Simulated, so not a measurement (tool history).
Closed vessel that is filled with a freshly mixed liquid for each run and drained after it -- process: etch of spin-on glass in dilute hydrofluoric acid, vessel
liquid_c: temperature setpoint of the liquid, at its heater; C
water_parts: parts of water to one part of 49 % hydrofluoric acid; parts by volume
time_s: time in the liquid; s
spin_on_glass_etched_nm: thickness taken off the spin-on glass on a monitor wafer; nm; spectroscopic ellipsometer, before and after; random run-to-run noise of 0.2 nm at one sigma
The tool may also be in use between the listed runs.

Run 1, hour 0.0: liquid_c 22.0 C, water_parts 205 parts by volume, time_s 350 s. Result: spin_on_glass_etched_nm 49.146 nm.
Run 2, hour 2.9: liquid_c 22.0 C, water_parts 145 parts by volume, time_s 350 s. Result: spin_on_glass_etched_nm 74.929 nm.
Run 3, hour 4.7: liquid_c 22.0 C, water_parts 110 parts by volume, time_s 350 s. Result: spin_on_glass_etched_nm 100.690 nm.
Run 4, hour 8.9: liquid_c 22.0 C, water_parts 110 parts by volume, time_s 350 s. Result: spin_on_glass_etched_nm 101.560 nm.
Run 5, hour 18.2: liquid_c 22.0 C, water_parts 110 parts by volume, time_s 370 s. Result: spin_on_glass_etched_nm 107.530 nm.
Run 6, hour 20.9: liquid_c 20.5 C, water_parts 155 parts by volume, time_s 370 s. Result: spin_on_glass_etched_nm 68.628 nm.
Run 7, hour 28.7: liquid_c 19.5 C, water_parts 175 parts by volume, time_s 370 s. Result: spin_on_glass_etched_nm 56.884 nm.
Run 8, hour 35.1: liquid_c 19.5 C, water_parts 175 parts by volume, time_s 370 s. Result: spin_on_glass_etched_nm 57.757 nm.
Run 9, hour 38.3: liquid_c 18.5 C, water_parts 195 parts by volume, time_s 370 s. Result: spin_on_glass_etched_nm 48.146 nm.
Run 10, hour 39.4: liquid_c 18.0 C, water_parts 210 parts by volume, time_s 370 s. Result: spin_on_glass_etched_nm 43.840 nm.

What will run 11 give?
Run 11, hour 41.9: liquid_c 17.5 C, water_parts 220 parts by volume, time_s 370 s. Result: spin_on_glass_etched_nm ?.

{"run 11": {"spin_on_glass_etched_nm": 40.137}}

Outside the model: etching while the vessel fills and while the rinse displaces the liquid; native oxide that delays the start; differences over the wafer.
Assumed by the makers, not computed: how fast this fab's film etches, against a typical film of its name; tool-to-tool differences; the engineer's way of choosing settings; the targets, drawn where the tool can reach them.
